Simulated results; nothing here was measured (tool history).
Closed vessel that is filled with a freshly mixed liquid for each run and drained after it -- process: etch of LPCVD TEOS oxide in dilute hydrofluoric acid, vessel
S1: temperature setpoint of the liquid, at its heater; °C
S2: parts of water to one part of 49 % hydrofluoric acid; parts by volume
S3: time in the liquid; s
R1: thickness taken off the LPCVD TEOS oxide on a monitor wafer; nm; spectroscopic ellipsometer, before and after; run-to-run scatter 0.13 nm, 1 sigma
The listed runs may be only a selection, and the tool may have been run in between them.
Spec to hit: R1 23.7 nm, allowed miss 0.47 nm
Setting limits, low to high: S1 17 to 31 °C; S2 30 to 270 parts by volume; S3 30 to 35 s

Run 1, hour 0: S1 23 °C, S2 150 parts by volume, S3 35 s. Result: R1 10.798 nm.
Run 2, hour 1.4: S1 24 °C, S2 145 parts by volume, S3 35 s. Result: R1 11.911 nm.
Run 3, hour 8.2: S1 25 °C, S2 140 parts by volume, S3 35 s. Result: R1 12.86 nm.
Run 4, hour 15.3: S1 25 °C, S2 95 parts by volume, S3 35 s. Result: R1 19.85 nm.
Run 5, hour 17.7: S1 28 °C, S2 95 parts by volume, S3 35 s. Result: R1 22.444 nm.
Run 6, hour 21.8: S1 26 °C, S2 95 parts by volume, S3 35 s. Result: R1 20.704 nm.
Run 7, hour 22.4: S1 26.5 °C, S2 95 parts by volume, S3 35 s. Result: R1 21.097 nm.
Run 8, hour 29.5: S1 30 °C, S2 95 parts by volume, S3 35 s. Result: R1 24.077 nm.

Exercise: of the 5 proposed moves below, exactly one satisfies all targets within the stated allowed misses. Which move is it?
Run A, hour 36.6: S1 30.5 °C, S2 95 parts by volume, S3 35 s. Result: R1 ?.
Run B, hour 36.6: S1 31 °C, S2 95 parts by volume, S3 35 s. Result: R1 ?.
Run C, hour 36.6: S1 29 °C, S2 85 parts by volume, S3 30 s. Result: R1 ?.
Run D, hour 36.6: S1 30 °C, S2 85 parts by volume, S3 30 s. Result: R1 ?.
Run E, hour 36.6: S1 26 °C, S2 80 parts by volume, S3 35 s. Result: R1 ?.

move      R1
   A  24.744
   B  25.211
   C  22.716
   D    23.6
   E  25.228
A: its largest miss is bigger than the last run's
B: its largest miss is bigger than the last run's
C: moves the result that the last run missed by most past its target, out the other side
D: all results in spec
E: its largest miss is bigger than the last run's
D meets every target.
